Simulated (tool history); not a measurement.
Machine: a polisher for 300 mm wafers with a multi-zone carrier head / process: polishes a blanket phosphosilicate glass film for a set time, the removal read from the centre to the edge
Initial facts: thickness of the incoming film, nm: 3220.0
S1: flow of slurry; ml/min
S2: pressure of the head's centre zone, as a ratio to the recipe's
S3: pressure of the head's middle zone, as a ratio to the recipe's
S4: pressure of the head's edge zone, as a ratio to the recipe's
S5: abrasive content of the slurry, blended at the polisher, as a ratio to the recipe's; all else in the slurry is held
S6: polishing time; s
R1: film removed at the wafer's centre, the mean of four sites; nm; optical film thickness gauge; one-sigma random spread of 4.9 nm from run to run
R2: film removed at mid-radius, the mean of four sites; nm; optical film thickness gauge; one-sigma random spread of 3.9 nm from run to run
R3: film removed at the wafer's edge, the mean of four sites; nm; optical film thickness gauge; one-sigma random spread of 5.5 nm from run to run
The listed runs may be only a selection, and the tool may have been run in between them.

run 1 hour=0 | S1=165 S2=1 S3=1 S4=1 S5=1 S6=47 | R1=319.88 R2=324.85 R3=337.55
run 2 hour=8.9 | S1=165 S2=1.08 S3=1 S4=1 S5=1 S6=47 | R1=349.78 R2=328.67 R3=345.34
run 3 hour=12.7 | S1=165 S2=1.07 S3=1 S4=1.02 S5=1.05 S6=47 | R1=370.59 R2=340.83 R3=351.93
run 4 hour=20.2 | S1=165 S2=1.07 S3=1 S4=1.02 S5=1.05 S6=53 | R1=408.71 R2=385.75 R3=405.67
run 5 hour=26.1 | S1=165 S2=1.07 S3=1 S4=1.02 S5=1.05 S6=63 | R1=492.66 R2=454.19 R3=492.16
run 6 hour=29.4 | S1=160 S2=1.06 S3=0.99 S4=1.01 S5=1.05 S6=63 | R1=470.8 R2=457.56 R3=483.96
run 7 hour=31.7 | S1=160 S2=1.05 S3=0.98 S4=1.01 S5=1.05 S6=63 | R1=463.17 R2=443.54 R3=479.96
run 8 hour=36.2 | S1=155 S2=1.04 S3=0.97 S4=1.01 S5=1.05 S6=63 | R1=462.27 R2=435.03 R3=467.14
run 9 hour=44.4 | S1=150 S2=1.02 S3=0.97 S4=1.02 S5=1.05 S6=63 | R1=450.29 R2=436.26 R3=463.92
run 10 hour=46.1 | S1=150 S2=1 S3=0.96 S4=1.03 S5=1.05 S6=63 | R1=440.3 R2=437.47 R3=470.28
run 11 hour=50.7 | S1=150 S2=0.99 S3=0.95 S4=1.03 S5=1.05 S6=63 | R1=433.82 R2=435.08 R3=479.53
run 12 hour=54 | S1=145 S2=0.99 S3=0.94 S4=1.03 S5=1.05 S6=63 | R1=434.93 R2=420.83 R3=471.81
run 13 hour=62.2 | S1=140 S2=0.98 S3=0.94 S4=1.03 S5=1.05 S6=63 | R1=423.85 R2=424.75 R3=473.88
-- hour=65.2 slurry nozzle cleaned
run 14 hour=65.2 | S1=140 S2=0.98 S3=0.93 S4=1.02 S5=1.05 S6=63 | R1=461.14 R2=448.32 R3=488.5

What will run 15 give?
run 15 hour=68.9 | S1=140 S2=0.98 S3=0.93 S4=1.03 S5=1.05 S6=63 | R1=? R2=? R3=?

Run 15 yielded R1 452.81 nm, R2 448.08 nm, R3 492.69 nm.
